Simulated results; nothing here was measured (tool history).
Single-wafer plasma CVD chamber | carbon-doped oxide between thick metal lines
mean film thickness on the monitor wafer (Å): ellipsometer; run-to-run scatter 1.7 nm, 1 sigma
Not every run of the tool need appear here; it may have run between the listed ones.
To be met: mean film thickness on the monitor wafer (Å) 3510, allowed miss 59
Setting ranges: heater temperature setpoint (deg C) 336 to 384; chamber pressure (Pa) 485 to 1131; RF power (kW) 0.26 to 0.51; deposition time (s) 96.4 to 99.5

| run | hour | heater temperature setpoint (deg C) | chamber pressure (Pa) | RF power (kW) | deposition time (s) | mean film thickness on the monitor wafer (Å) |
|---|---|---|---|---|---|---|
| 1 | 0 | 360 | 808 | 0.385 | 96.4 | 4219.3 |
| 2 | 7.9 | 351 | 808 | 0.385 | 96.4 | 4234 |
| 3 | 16.5 | 351 | 808 | 0.405 | 96.4 | 4470 |
| 4 | 20.4 | 352 | 747 | 0.375 | 96.4 | 4085.9 |
| 5 | 21.5 | 352 | 747 | 0.375 | 96.4 | 4141.3 |
| 6 | 23 | 353 | 719 | 0.35 | 96.4 | 3857.3 |
| 7 | 31.5 | 353 | 664 | 0.34 | 96.4 | 3675 |
| 8 | 38.2 | 354 | 629 | 0.34 | 96.4 | 3684.3 |
| 9 | 44.3 | 354 | 589 | 0.335 | 96.4 | 3587.3 |

Below are 5 possible settings for the next run. Only one of them brings all results inside the allowed miss of their targets. Which is it?
| A | 50.4 | 356 | 505 | 0.325 | 96.4 | ? |
| B | 50.4 | 345 | 699 | 0.315 | 96.4 | ? |
| C | 50.4 | 356 | 519 | 0.335 | 99.5 | ? |
| D | 50.4 | 362 | 581 | 0.34 | 97.7 | ? |
| E | 50.4 | 355 | 624 | 0.34 | 96.4 | ? |

| move | mean film thickness on the monitor wafer (Å) |
|---|---|
| A | 3429.6 |
| B | 3541.9 |
| C | 3654.1 |
| D | 3642.8 |
| E | 3679.3 |
A: pushes the last run's worst result past its target
B: each result inside its tolerance
C: moves away from the targets compared with the last run
D: moves away from the targets compared with the last run
E: moves away from the targets compared with the last run
The move that meets every target is B.
